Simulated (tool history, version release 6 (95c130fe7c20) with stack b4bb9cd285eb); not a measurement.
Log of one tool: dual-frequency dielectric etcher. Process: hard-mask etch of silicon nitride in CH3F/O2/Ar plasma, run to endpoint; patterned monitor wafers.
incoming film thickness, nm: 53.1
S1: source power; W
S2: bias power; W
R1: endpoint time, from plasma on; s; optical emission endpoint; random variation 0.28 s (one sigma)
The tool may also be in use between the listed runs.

run,day,S1,S2,R1
1,0.000,400,96,62.256
2,0.350,350,96,65.934
3,0.662,350,106,64.221
4,0.692,330,105,65.056
5,0.904,370,105,62.387
6,0.954,370,90,65.626
7,1.088,360,89,66.004
8,1.408,350,88,67.301

Run 9 comes next. What will it give?
9,1.471,340,87,?

Run 9 gave R1 68.507 s.
